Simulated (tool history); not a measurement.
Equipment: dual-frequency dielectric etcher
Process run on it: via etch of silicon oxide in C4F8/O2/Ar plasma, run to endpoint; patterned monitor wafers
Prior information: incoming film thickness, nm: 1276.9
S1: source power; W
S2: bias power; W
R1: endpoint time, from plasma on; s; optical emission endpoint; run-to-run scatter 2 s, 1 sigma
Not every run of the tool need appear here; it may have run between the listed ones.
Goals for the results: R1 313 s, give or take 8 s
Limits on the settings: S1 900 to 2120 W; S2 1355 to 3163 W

| run | hour | S1 | S2 | R1 |
|---|---|---|---|---|
| 1 | 0 | 1510 | 2259 | 263.06 |
| 2 | 2.6 | 1510 | 2081 | 276.06 |
| 3 | 5.7 | 1250 | 2081 | 289.33 |
| 4 | 13.4 | 1200 | 2051 | 292.52 |
| 5 | 17 | 1160 | 2019 | 293.8 |
| 6 | 24.8 | 1160 | 2308 | 278.33 |
| 7 | 31.7 | 1120 | 2227 | 285.54 |
| 8 | 37.1 | 1080 | 2163 | 290.7 |
| 9 | 45.4 | 1050 | 2110 | 298.36 |
| 10 | 53.5 | 1030 | 2085 | 300.82 |

Below are 5 possible settings for the next run. Only one of them brings all results inside the allowed miss of their targets. Which is it?
| A | 61.6 | 1160 | 1712 | ? |
| B | 61.6 | 900 | 1697 | ? |
| C | 61.6 | 900 | 1795 | ? |
| D | 61.6 | 1040 | 1546 | ? |
| E | 61.6 | 900 | 1773 | ? |

| move | R1 |
|---|---|
| A | 315.36 |
| B | 333.79 |
| C | 326.72 |
| D | 335.72 |
| E | 328.26 |
A: all results in spec
B: the result that was furthest off in the last run now lies on the other side of its target
C: the result that was furthest off in the last run now lies on the other side of its target
D: the result that was furthest off in the last run now lies on the other side of its target
E: the result that was furthest off in the last run now lies on the other side of its target
Answer: A
